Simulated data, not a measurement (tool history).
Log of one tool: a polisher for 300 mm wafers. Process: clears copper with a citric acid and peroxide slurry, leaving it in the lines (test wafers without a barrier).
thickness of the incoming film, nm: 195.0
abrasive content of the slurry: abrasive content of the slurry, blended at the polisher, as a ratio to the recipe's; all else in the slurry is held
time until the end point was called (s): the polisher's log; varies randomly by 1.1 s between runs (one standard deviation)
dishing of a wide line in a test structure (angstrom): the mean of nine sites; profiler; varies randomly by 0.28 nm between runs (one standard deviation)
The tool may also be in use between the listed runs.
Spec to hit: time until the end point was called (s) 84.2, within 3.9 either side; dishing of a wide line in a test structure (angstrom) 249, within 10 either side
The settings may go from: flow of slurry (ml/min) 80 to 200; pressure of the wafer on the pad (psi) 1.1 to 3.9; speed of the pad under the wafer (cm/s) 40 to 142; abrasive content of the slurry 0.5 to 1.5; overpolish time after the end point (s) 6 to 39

run,hour,flow of slurry (ml/min),pressure of the wafer on the pad (psi),speed of the pad under the wafer (cm/s),abrasive content of the slurry,overpolish time after the end point (s),time until the end point was called (s),dishing of a wide line in a test structure (angstrom)
1,0,130,2.5,90,1,20,108.42,184.23
2,3.8,130,2.6,90,1,21,103.41,192.28
3,12.6,130,2.7,90,1,22,102.13,204.45
4,19.3,130,2.8,90,1,22,97.445,210.66
5,21.6,130,2.9,90,1,22,94.172,210.53
6,25.8,130,3.2,90,1,22,85.704,223.85
7,29.7,130,3.2,90,1,24,83.343,231.84
8,33.1,130,3.2,90,1,25,85.861,233.57

5 candidate next runs follow, results not yet known. Just one meets every target within its allowed miss. Identify it.
A,36.5,125,3.5,84,0.6,20,?,?
B,36.5,145,3.1,94,0.95,28,?,?
C,36.5,115,3.3,92,1,18,?,?
D,36.5,120,3,94,1.1,20,?,?
E,36.5,80,3.2,88,1.4,21,?,?

move,time until the end point was called (s),dishing of a wide line in a test structure (angstrom)
A,88.89,205.52
B,83.7,245.77
C,83.216,200.91
D,87.643,206.48
E,92.314,206.43
A: lands further from the targets than the last run did
B: all results land within tolerance of their targets
C: lands further from the targets than the last run did
D: lands further from the targets than the last run did
E: lands further from the targets than the last run did
B is the move that brings every result within its allowed miss.

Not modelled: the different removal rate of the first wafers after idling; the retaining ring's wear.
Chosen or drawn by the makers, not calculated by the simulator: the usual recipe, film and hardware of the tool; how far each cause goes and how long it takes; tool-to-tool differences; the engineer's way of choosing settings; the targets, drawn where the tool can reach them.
